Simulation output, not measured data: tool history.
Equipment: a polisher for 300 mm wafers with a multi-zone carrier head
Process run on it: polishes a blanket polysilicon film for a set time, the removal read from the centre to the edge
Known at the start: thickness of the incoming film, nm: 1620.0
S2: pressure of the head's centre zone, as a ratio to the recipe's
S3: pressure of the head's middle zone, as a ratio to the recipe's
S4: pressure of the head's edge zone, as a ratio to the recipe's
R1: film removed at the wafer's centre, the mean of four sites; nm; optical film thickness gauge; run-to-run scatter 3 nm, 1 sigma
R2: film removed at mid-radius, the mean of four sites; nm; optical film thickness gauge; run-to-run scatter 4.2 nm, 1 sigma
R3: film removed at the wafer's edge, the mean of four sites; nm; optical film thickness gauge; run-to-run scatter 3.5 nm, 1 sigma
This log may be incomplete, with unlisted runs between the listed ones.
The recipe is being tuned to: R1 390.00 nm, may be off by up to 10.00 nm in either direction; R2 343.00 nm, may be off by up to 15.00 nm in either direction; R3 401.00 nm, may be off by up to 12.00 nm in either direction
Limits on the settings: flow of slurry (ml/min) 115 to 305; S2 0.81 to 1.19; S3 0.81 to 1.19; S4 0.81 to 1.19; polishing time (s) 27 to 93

{"run": 1, "hour": 0.0, "flow of slurry (ml/min)": 195, "S2": 1.0, "S3": 1.0, "S4": 1.0, "polishing time (s)": 59, "R1": 298.38, "R2": 289.6, "R3": 301.3}
{"run": 2, "hour": 4.4, "flow of slurry (ml/min)": 195, "S2": 1.0, "S3": 1.0, "S4": 0.95, "polishing time (s)": 59, "R1": 297.81, "R2": 296.59, "R3": 291.83}
{"run": 3, "hour": 6.5, "flow of slurry (ml/min)": 205, "S2": 1.01, "S3": 1.01, "S4": 0.99, "polishing time (s)": 61, "R1": 315.09, "R2": 303.3, "R3": 310.38}
{"run": 4, "hour": 12.3, "flow of slurry (ml/min)": 205, "S2": 1.01, "S3": 0.96, "S4": 0.99, "polishing time (s)": 61, "R1": 308.85, "R2": 300.55, "R3": 313.65}
{"run": 5, "hour": 15.3, "flow of slurry (ml/min)": 205, "S2": 1.1, "S3": 0.96, "S4": 0.99, "polishing time (s)": 61, "R1": 338.98, "R2": 293.51, "R3": 307.35}
{"run": 6, "hour": 18.8, "flow of slurry (ml/min)": 215, "S2": 1.09, "S3": 0.96, "S4": 1.02, "polishing time (s)": 63, "R1": 351.5, "R2": 302.77, "R3": 332.82}
{"run": 7, "hour": 27.4, "flow of slurry (ml/min)": 270, "S2": 1.1, "S3": 1.06, "S4": 1.12, "polishing time (s)": 65, "R1": 378.69, "R2": 359.47, "R3": 364.72}
{"run": 8, "hour": 28.2, "flow of slurry (ml/min)": 270, "S2": 1.1, "S3": 1.04, "S4": 1.13, "polishing time (s)": 66, "R1": 383.73, "R2": 362.75, "R3": 372.97}
{"run": 9, "hour": 30.4, "flow of slurry (ml/min)": 270, "S2": 1.1, "S3": 1.04, "S4": 1.13, "polishing time (s)": 66, "R1": 387.09, "R2": 350.88, "R3": 369.11}

Which one of the following 5 next-run settings gets every result inside its allowed miss? There is exactly one.
{"run": "A", "hour": 32.6, "flow of slurry (ml/min)": 270, "S2": 1.18, "S3": 1.07, "S4": 1.1, "polishing time (s)": 64, "R1": "?", "R2": "?", "R3": "?"}
{"run": "B", "hour": 32.6, "flow of slurry (ml/min)": 265, "S2": 1.19, "S3": 1.09, "S4": 1.07, "polishing time (s)": 62, "R1": "?", "R2": "?", "R3": "?"}
{"run": "C", "hour": 32.6, "flow of slurry (ml/min)": 305, "S2": 1.18, "S3": 1.08, "S4": 1.05, "polishing time (s)": 62, "R1": "?", "R2": "?", "R3": "?"}
{"run": "D", "hour": 32.6, "flow of slurry (ml/min)": 215, "S2": 1.08, "S3": 1.01, "S4": 1.13, "polishing time (s)": 69, "R1": "?", "R2": "?", "R3": "?"}
{"run": "E", "hour": 32.6, "flow of slurry (ml/min)": 240, "S2": 1.06, "S3": 0.97, "S4": 1.19, "polishing time (s)": 70, "R1": "?", "R2": "?", "R3": "?"}

move=A R1=402.49 R2=349.87 R3=358.43
move=B R1=392.34 R2=343.60 R3=341.79
move=C R1=395.50 R2=346.08 R3=342.53
move=D R1=384.46 R2=348.97 R3=383.54
move=E R1=389.17 R2=347.37 R3=404.44
A: moves away from the targets compared with the last run
B: moves away from the targets compared with the last run
C: moves away from the targets compared with the last run
D: gains on the last run, yet a result remains outside its allowed miss
E: all results in spec
The move that meets every target is E.
